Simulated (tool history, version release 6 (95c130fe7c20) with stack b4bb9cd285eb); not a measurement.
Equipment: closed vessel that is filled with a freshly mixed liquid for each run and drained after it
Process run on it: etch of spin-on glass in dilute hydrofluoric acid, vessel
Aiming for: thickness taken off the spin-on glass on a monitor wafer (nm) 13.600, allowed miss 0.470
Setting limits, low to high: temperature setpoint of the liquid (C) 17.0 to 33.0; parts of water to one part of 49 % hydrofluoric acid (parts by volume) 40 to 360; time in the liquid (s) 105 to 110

| run | hour | temperature setpoint of the liquid (C) | parts of water to one part of 49 % hydrofluoric acid (parts by volume) | time in the liquid (s) | thickness taken off the spin-on glass on a monitor wafer (nm) |
|---|---|---|---|---|---|
| 1 | 0.0 | 25.0 | 200 | 105 | 20.022 |
| 2 | 3.8 | 25.0 | 250 | 105 | 14.754 |
| 3 | 8.0 | 24.5 | 250 | 105 | 14.685 |
| 4 | 10.0 | 24.5 | 250 | 110 | 15.345 |
| 5 | 11.1 | 24.0 | 250 | 110 | 14.817 |
| 6 | 15.0 | 23.5 | 250 | 110 | 14.952 |
| 7 | 19.8 | 23.0 | 250 | 110 | 14.658 |
| 8 | 24.1 | 22.5 | 250 | 110 | 14.191 |

Exercise: of the 5 proposed moves below, exactly one satisfies all targets within the stated allowed misses. Which move is it?
| A | 28.4 | 24.0 | 245 | 110 | ? |
| B | 28.4 | 20.5 | 210 | 105 | ? |
| C | 28.4 | 23.5 | 255 | 105 | ? |
| D | 28.4 | 22.0 | 245 | 110 | ? |
| E | 28.4 | 22.0 | 235 | 110 | ? |

| move | thickness taken off the spin-on glass on a monitor wafer (nm) |
|---|---|
| A | 15.449 |
| B | 15.652 |
| C | 13.775 |
| D | 14.366 |
| E | 15.125 |
A: further off than the last run
B: further off than the last run
C: all results land within tolerance of their targets
D: further off than the last run
E: further off than the last run
Move C is the one to make.
